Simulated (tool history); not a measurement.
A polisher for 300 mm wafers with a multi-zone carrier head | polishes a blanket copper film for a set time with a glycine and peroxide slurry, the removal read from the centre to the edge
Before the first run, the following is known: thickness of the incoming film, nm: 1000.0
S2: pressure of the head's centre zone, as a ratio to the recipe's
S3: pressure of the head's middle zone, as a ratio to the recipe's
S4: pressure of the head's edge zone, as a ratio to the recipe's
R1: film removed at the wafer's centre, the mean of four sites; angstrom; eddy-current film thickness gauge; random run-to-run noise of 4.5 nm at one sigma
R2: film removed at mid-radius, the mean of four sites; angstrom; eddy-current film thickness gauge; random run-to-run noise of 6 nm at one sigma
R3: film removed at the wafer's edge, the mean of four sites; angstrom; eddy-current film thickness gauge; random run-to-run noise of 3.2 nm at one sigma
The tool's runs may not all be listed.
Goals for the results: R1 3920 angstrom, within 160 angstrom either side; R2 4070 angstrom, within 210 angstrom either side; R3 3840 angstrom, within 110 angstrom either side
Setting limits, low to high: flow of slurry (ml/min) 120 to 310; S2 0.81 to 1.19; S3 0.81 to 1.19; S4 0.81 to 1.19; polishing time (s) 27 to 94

run 1 day=0 | flow_of_slurry_(ml/min)=200 S2=1 S3=1 S4=1 polishing_time_(s)=60 | R1=2477.7 R2=2476.9 R3=2483.9
run 2 day=0.192 | flow_of_slurry_(ml/min)=205 S2=1.01 S3=1.02 S4=1.02 polishing_time_(s)=64 | R1=2730.2 R2=2749.7 R3=2718.5
run 3 day=0.429 | flow_of_slurry_(ml/min)=210 S2=1.02 S3=1.04 S4=1.05 polishing_time_(s)=67 | R1=2913.2 R2=2778.3 R3=2881.3
run 4 day=0.471 | flow_of_slurry_(ml/min)=210 S2=1.02 S3=1.11 S4=1.05 polishing_time_(s)=67 | R1=2919.9 R2=3016.1 R3=2895.9
run 5 day=0.675 | flow_of_slurry_(ml/min)=210 S2=1.02 S3=1.11 S4=1.13 polishing_time_(s)=67 | R1=2860.6 R2=3018.4 R3=2976.5
run 6 day=0.942 | flow_of_slurry_(ml/min)=175 S2=1.02 S3=1.11 S4=1.13 polishing_time_(s)=67 | R1=2802.7 R2=2995.4 R3=2923.2
run 7 day=1.167 | flow_of_slurry_(ml/min)=175 S2=1.03 S3=1.12 S4=1.13 polishing_time_(s)=70 | R1=2916.3 R2=3116.8 R3=3059.5
run 8 day=1.504 | flow_of_slurry_(ml/min)=185 S2=1.04 S3=1.13 S4=1.12 polishing_time_(s)=72 | R1=3020 R2=3226.2 R3=3177.6
run 9 day=1.588 | flow_of_slurry_(ml/min)=200 S2=1.05 S3=1.14 S4=1.1 polishing_time_(s)=74 | R1=3249.2 R2=3325 R3=3177.3

Below are 4 possible settings for the next run. Only one of them brings all results inside the allowed miss of their targets. Which is it?
run A day=1.671 | flow_of_slurry_(ml/min)=265 S2=1.19 S3=1.19 S4=1.03 polishing_time_(s)=82 | R1=? R2=? R3=?
run B day=1.671 | flow_of_slurry_(ml/min)=200 S2=1.16 S3=1.13 S4=1.07 polishing_time_(s)=90 | R1=? R2=? R3=?
run C day=1.671 | flow_of_slurry_(ml/min)=270 S2=1.16 S3=1.19 S4=0.85 polishing_time_(s)=88 | R1=? R2=? R3=?
run D day=1.671 | flow_of_slurry_(ml/min)=200 S2=1.07 S3=1.14 S4=1.1 polishing_time_(s)=88 | R1=? R2=? R3=?

move=A R1=4140.8 R2=4128.2 R3=3592.5
move=B R1=4265.4 R2=4178.2 R3=3897.6
move=C R1=4356 R2=4440.9 R3=3598.7
move=D R1=3889.4 R2=4117.9 R3=3852.9
A: nearer than the last run, and not there yet
B: brings the last run's worst result on target, with another outside its allowed miss
C: nearer than the last run, and not there yet
D: each result inside its tolerance
Go with D: it meets all targets.
